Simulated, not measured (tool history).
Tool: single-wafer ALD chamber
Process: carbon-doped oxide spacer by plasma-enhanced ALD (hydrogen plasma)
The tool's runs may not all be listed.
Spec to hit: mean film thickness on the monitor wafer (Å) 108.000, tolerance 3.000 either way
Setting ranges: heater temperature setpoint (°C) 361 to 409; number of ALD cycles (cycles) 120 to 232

| run | hour | heater temperature setpoint (°C) | number of ALD cycles (cycles) | mean film thickness on the monitor wafer (Å) |
|---|---|---|---|---|
| 1 | 0.0 | 385 | 176 | 85.638 |
| 2 | 8.3 | 385 | 197 | 96.110 |
| 3 | 14.6 | 385 | 202 | 98.542 |
| 4 | 18.2 | 385 | 193 | 93.730 |
| 5 | 22.0 | 385 | 199 | 96.884 |
| 6 | 30.3 | 385 | 175 | 85.375 |
| 7 | 36.0 | 385 | 185 | 90.388 |
| 8 | 39.8 | 385 | 192 | 94.093 |
| 9 | 48.1 | 385 | 197 | 96.205 |
| 10 | 53.8 | 385 | 202 | 98.253 |
| 11 | 55.4 | 385 | 206 | 100.320 |

Consider the 4 candidate settings below. Which is the only one whose results all fall within their allowed miss of target?
| A | 57.0 | 391 | 231 | ? |
| B | 57.0 | 389 | 232 | ? |
| C | 57.0 | 372 | 183 | ? |
| D | 57.0 | 384 | 220 | ? |

| move | mean film thickness on the monitor wafer (Å) |
|---|---|
| A | 113.010 |
| B | 113.500 |
| C | 89.531 |
| D | 107.630 |
A: takes the result that was furthest off past its target
B: takes the result that was furthest off past its target
C: further off than the last run
D: each result inside its tolerance
The move that meets every target is D.
